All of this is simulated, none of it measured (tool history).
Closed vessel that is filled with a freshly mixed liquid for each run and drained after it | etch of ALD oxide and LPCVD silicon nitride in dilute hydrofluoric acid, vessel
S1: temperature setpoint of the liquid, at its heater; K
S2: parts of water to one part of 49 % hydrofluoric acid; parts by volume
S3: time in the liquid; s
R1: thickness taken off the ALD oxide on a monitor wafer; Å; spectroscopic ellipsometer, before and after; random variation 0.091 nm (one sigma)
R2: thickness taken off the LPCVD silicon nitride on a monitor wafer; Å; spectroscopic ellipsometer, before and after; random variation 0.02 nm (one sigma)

run,hour,S1,S2,S3,R1,R2
1,0,295.15,40,60,173.55,6.4111
2,1.6,295.15,40,75,217.99,8.1887
3,9.3,298.65,40,75,247.22,9.4831
4,13.6,297.15,45,75,207.51,8.3262
5,20.1,296.15,45,75,195.05,7.4294
6,28.7,296.15,45,85,223.78,8.557
7,36.1,295.15,45,85,215.12,8.0443
8,44.9,291.15,60,85,131.17,4.6684
9,53.9,290.65,60,85,131.19,4.4934
10,57,290.15,65,85,119.29,3.5212

The next listed run, before its measurement:
11,65,290.65,65,85,?,?

Run 11 gave R1 120.22 Å, R2 4.3753 Å.
